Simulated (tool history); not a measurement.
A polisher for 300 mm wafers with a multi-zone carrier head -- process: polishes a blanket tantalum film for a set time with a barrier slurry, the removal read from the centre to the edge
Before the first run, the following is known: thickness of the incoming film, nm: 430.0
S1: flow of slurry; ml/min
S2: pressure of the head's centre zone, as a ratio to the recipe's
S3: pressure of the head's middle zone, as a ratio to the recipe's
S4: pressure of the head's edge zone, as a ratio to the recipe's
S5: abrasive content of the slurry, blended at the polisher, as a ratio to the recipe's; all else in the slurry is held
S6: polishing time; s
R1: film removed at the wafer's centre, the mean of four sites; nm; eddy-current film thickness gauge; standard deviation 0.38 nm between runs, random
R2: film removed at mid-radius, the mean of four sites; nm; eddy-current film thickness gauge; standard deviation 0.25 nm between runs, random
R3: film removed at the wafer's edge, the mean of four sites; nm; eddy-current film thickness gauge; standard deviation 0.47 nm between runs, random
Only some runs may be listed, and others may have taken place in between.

Run 1, day 0.000: S1 185 ml/min, S2 1.00, S3 1.00, S4 1.00, S5 1.00, S6 47 s. Result: R1 57.137 nm, R2 56.592 nm, R3 56.254 nm.
Run 2, day 0.179: S1 180 ml/min, S2 1.01, S3 0.98, S4 0.98, S5 0.95, S6 47 s. Result: R1 56.442 nm, R2 54.887 nm, R3 54.681 nm.
Run 3, day 0.458: S1 175 ml/min, S2 1.02, S3 0.96, S4 0.97, S5 0.90, S6 47 s. Result: R1 55.422 nm, R2 53.728 nm, R3 53.513 nm.
Run 4, day 0.517: S1 200 ml/min, S2 1.02, S3 0.96, S4 0.97, S5 0.90, S6 47 s. Result: R1 56.876 nm, R2 53.975 nm, R3 54.739 nm.
Run 5, day 0.617: S1 200 ml/min, S2 1.03, S3 0.94, S4 0.96, S5 0.85, S6 46 s. Result: R1 56.503 nm, R2 50.905 nm, R3 51.108 nm.
Run 6, day 0.908: S1 200 ml/min, S2 0.95, S3 0.94, S4 0.96, S5 0.85, S6 46 s. Result: R1 51.586 nm, R2 51.498 nm, R3 52.013 nm.
Run 7, day 1.000: S1 195 ml/min, S2 0.96, S3 0.92, S4 0.96, S5 0.80, S6 46 s. Result: R1 50.233 nm, R2 49.259 nm, R3 50.675 nm.

Run 8, settings as shown, results not yet in. Your forecast:
Run 8, day 1.162: S1 190 ml/min, S2 0.98, S3 0.90, S4 0.95, S5 0.75, S6 46 s. Result: R1 ?, R2 ?, R3 ?.

R1: 50.521 nm
R2: 47.078 nm
R3: 48.375 nm
